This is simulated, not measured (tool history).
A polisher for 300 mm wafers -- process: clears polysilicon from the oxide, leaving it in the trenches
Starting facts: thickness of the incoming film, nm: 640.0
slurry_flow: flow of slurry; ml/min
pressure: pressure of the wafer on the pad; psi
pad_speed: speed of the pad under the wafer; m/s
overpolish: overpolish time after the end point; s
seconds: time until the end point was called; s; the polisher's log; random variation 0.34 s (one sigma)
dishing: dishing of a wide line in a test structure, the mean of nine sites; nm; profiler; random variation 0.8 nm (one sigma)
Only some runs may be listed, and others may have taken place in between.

run  hour  slurry_flow  pressure  pad_speed  overpolish  seconds  dishing
  1   0.0          235       2.4       0.80          17   58.978   44.694
  2   1.3          235       2.7       0.80          17   52.532   44.980
  3   5.3          235       2.7       0.80          13   52.726   43.163
  4   6.0          260       2.7       0.80          13   52.307   44.236
  5   8.6          260       2.9       0.80          13   49.161   44.224
  6  13.2          260       2.9       0.72          13   53.976   42.214

Estimate the outcome of run 7 from the log above:
  7  15.3          260       3.1       0.74          14        ?        ?

seconds: 48.835 s
dishing: 45.997 nm
